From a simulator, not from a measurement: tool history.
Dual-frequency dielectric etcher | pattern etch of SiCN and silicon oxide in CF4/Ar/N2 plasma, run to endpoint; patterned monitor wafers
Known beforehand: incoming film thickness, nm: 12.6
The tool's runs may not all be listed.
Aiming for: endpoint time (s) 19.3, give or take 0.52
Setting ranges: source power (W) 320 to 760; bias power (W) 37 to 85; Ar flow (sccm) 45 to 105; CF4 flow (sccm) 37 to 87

run  hour  source power (W)  bias power (W)  Ar flow (sccm)  CF4 flow (sccm)  endpoint time (s)
  1     0               540              61              75               62             12.673
  2   7.9               490              59              76               61             14.575
  3  13.2               460              59              76               61             15.598
  4  16.9               460              65              76               61             15.121
  5  21.8               440              65              76               61              15.96
  6  25.2               420              65              76               61             16.955
  7  29.8               410              65              76               61             17.428
  8  32.3               400              65              76               61             17.972
  9  34.4               390              65              76               61             18.589

Exercise: of the 5 proposed moves below, exactly one satisfies all targets within the stated allowed misses. Which move is it?
  A  36.5               400              68              76               59                  ?
  B  36.5               390              68              85               79                  ?
  C  36.5               370              72              60               50                  ?
  D  36.5               400              74              72               61                  ?
  E  36.5               440              51              82               61                  ?

move  endpoint time (s)
   A             17.908
   B             17.902
   C             19.361
   D             17.196
   E             17.525
A: further off than the last run
B: further off than the last run
C: every result within its allowed miss
D: further off than the last run
E: further off than the last run
The move that meets every target is C.

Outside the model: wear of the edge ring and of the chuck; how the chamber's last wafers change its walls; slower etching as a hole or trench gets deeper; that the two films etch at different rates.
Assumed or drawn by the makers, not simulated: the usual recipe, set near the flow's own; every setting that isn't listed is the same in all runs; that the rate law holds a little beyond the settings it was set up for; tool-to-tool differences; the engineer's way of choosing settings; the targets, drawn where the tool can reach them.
